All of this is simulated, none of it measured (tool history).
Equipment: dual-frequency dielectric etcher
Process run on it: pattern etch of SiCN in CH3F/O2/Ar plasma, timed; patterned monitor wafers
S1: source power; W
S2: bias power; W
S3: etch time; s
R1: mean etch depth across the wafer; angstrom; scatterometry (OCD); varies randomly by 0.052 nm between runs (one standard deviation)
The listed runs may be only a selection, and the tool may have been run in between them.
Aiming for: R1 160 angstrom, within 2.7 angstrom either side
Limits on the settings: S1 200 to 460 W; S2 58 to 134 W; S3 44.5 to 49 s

run  hour   S1  S2  S3      R1
  1     0  330  96  49  175.29
  2   8.4  360  96  49  181.46
  3  15.8  340  95  49  176.77
  4    24  340  81  49  171.15
  5  29.2  340  87  49  174.08
  6  33.9  330  86  49  171.64
  7  35.7  320  85  49  167.71
  8  38.3  310  85  49  166.86
  9  40.1  270  83  49  156.37

Exercise: of the 4 proposed moves below, exactly one satisfies all targets within the stated allowed misses. Which move is it?
  A  41.9  250  89  48   ?
  B  41.9  280  80  47   ?
  C  41.9  260  94  47   ?
  D  41.9  280  86  49   ?

move      R1
   A   150.6
   B  150.26
   C  151.78
   D  159.34
A: misses by more than the last run did
B: misses by more than the last run did
C: misses by more than the last run did
D: in spec on every target
D meets every target.
